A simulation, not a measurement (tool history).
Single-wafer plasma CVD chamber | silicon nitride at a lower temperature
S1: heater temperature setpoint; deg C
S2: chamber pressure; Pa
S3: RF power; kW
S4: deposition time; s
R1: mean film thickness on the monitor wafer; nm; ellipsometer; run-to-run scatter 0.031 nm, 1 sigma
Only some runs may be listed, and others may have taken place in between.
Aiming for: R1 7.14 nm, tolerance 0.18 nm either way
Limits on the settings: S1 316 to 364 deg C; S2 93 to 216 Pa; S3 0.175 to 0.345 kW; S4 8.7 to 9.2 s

| run | hour | S1 | S2 | S3 | S4 | R1 |
|---|---|---|---|---|---|---|
| 1 | 0 | 340 | 155 | 0.26 | 9.2 | 8.7876 |
| 2 | 6.8 | 340 | 141 | 0.26 | 9.2 | 8.5314 |
| 3 | 10 | 340 | 141 | 0.295 | 9.2 | 9.6122 |
| 4 | 15.7 | 340 | 132 | 0.275 | 9.1 | 8.7269 |
| 5 | 24.4 | 340 | 124 | 0.26 | 9.1 | 8.1281 |
| 6 | 26.6 | 340 | 117 | 0.255 | 9.1 | 7.7458 |
| 7 | 34 | 340 | 111 | 0.255 | 9.1 | 7.564 |
| 8 | 36.4 | 340 | 107 | 0.255 | 9.1 | 7.4405 |
| 9 | 42.5 | 340 | 104 | 0.255 | 9.1 | 7.4026 |

4 next moves are on the table. One of them brings every result within its allowed miss. Which?
| A | 48.6 | 350 | 119 | 0.225 | 8.7 | ? |
| B | 48.6 | 332 | 107 | 0.26 | 9.2 | ? |
| C | 48.6 | 335 | 101 | 0.255 | 8.9 | ? |
| D | 48.6 | 341 | 100 | 0.245 | 8.7 | ? |

| move | R1 |
|---|---|
| A | 6.6598 |
| B | 7.7042 |
| C | 7.1398 |
| D | 6.684 |
A: pushes the last run's worst result past its target
B: lands further from the targets than the last run did
C: in spec on every target
D: pushes the last run's worst result past its target
Correct choice: C, which meets every target

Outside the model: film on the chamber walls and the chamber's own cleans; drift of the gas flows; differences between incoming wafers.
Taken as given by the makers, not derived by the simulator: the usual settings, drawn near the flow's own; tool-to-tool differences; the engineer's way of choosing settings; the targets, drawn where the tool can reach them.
